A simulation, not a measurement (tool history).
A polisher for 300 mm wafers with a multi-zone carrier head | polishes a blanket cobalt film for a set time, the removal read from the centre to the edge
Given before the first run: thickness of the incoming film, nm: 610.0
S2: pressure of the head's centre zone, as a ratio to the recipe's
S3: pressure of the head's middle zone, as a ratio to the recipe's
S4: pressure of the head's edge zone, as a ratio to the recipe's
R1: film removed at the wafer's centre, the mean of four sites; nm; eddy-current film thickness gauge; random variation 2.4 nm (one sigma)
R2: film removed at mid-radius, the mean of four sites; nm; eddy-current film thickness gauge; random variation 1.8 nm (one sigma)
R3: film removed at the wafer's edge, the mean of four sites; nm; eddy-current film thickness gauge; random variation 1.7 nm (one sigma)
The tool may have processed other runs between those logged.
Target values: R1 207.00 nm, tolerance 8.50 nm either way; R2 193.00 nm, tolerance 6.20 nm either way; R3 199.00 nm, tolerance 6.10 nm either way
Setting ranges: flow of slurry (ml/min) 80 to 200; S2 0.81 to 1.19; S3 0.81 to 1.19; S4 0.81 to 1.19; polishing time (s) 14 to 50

run 1 hour=0.0 | flow_of_slurry_(ml/min)=130 S2=1.00 S3=1.00 S4=1.00 polishing_time_(s)=32 | R1=140.77 R2=142.20 R3=146.55
run 2 hour=3.4 | flow_of_slurry_(ml/min)=140 S2=1.03 S3=1.01 S4=1.03 polishing_time_(s)=34 | R1=156.64 R2=154.13 R3=156.53
run 3 hour=6.8 | flow_of_slurry_(ml/min)=140 S2=1.03 S3=1.01 S4=0.96 polishing_time_(s)=34 | R1=157.62 R2=151.74 R3=153.55
run 4 hour=9.5 | flow_of_slurry_(ml/min)=145 S2=1.04 S3=1.01 S4=0.99 polishing_time_(s)=36 | R1=169.32 R2=162.53 R3=164.37
run 5 hour=16.6 | flow_of_slurry_(ml/min)=145 S2=1.04 S3=1.01 S4=0.92 polishing_time_(s)=36 | R1=168.81 R2=163.50 R3=160.49
run 6 hour=24.7 | flow_of_slurry_(ml/min)=145 S2=1.04 S3=1.01 S4=0.92 polishing_time_(s)=30 | R1=141.35 R2=137.25 R3=133.37
run 7 hour=32.1 | flow_of_slurry_(ml/min)=145 S2=1.05 S3=1.01 S4=0.95 polishing_time_(s)=33 | R1=156.72 R2=150.20 R3=149.13
run 8 hour=38.7 | flow_of_slurry_(ml/min)=145 S2=1.06 S3=1.02 S4=0.98 polishing_time_(s)=35 | R1=168.45 R2=159.78 R3=158.10
run 9 hour=41.0 | flow_of_slurry_(ml/min)=150 S2=1.06 S3=1.02 S4=1.00 polishing_time_(s)=37 | R1=179.07 R2=171.84 R3=171.30
run 10 hour=46.2 | flow_of_slurry_(ml/min)=155 S2=1.07 S3=1.02 S4=1.03 polishing_time_(s)=38 | R1=183.23 R2=176.57 R3=177.35
run 11 hour=49.0 | flow_of_slurry_(ml/min)=155 S2=1.08 S3=1.02 S4=1.04 polishing_time_(s)=39 | R1=194.59 R2=183.46 R3=183.88
run 12 hour=57.4 | flow_of_slurry_(ml/min)=160 S2=1.08 S3=1.01 S4=1.06 polishing_time_(s)=39 | R1=197.23 R2=183.33 R3=185.05
run 13 hour=59.6 | flow_of_slurry_(ml/min)=165 S2=1.08 S3=1.01 S4=1.08 polishing_time_(s)=39 | R1=194.34 R2=178.38 R3=187.28
run 14 hour=63.1 | flow_of_slurry_(ml/min)=170 S2=1.08 S3=1.02 S4=1.09 polishing_time_(s)=39 | R1=198.51 R2=184.78 R3=189.18
run 15 hour=67.8 | flow_of_slurry_(ml/min)=175 S2=1.08 S3=1.02 S4=1.10 polishing_time_(s)=39 | R1=196.64 R2=183.55 R3=190.69
run 16 hour=69.4 | flow_of_slurry_(ml/min)=175 S2=1.08 S3=1.02 S4=1.11 polishing_time_(s)=39 | R1=199.84 R2=184.31 R3=189.90
run 17 hour=77.6 | flow_of_slurry_(ml/min)=175 S2=1.08 S3=1.02 S4=1.12 polishing_time_(s)=39 | R1=197.93 R2=185.93 R3=190.66
run 18 hour=83.7 | flow_of_slurry_(ml/min)=175 S2=1.08 S3=1.02 S4=1.13 polishing_time_(s)=39 | R1=197.99 R2=184.20 R3=187.52

Which single option among these 4 for the next run brings every result within its allowed miss of target? Just one does.
run A hour=89.8 | flow_of_slurry_(ml/min)=200 S2=1.05 S3=1.08 S4=1.05 polishing_time_(s)=41 | R1=? R2=? R3=?
run B hour=89.8 | flow_of_slurry_(ml/min)=185 S2=0.99 S3=0.84 S4=1.16 polishing_time_(s)=40 | R1=? R2=? R3=?
run C hour=89.8 | flow_of_slurry_(ml/min)=165 S2=1.12 S3=1.06 S4=1.18 polishing_time_(s)=40 | R1=? R2=? R3=?
run D hour=89.8 | flow_of_slurry_(ml/min)=200 S2=1.12 S3=0.99 S4=1.19 polishing_time_(s)=41 | R1=? R2=? R3=?

move=A R1=209.33 R2=208.84 R3=197.80
move=B R1=189.98 R2=163.45 R3=199.72
move=C R1=211.70 R2=195.35 R3=198.25
move=D R1=223.25 R2=193.87 R3=207.93
A: brings the last run's worst result on target, with another outside its allowed miss
B: brings the last run's worst result on target, with another outside its allowed miss
C: each result inside its tolerance
D: pushes the last run's worst result past its target
The right move is C.
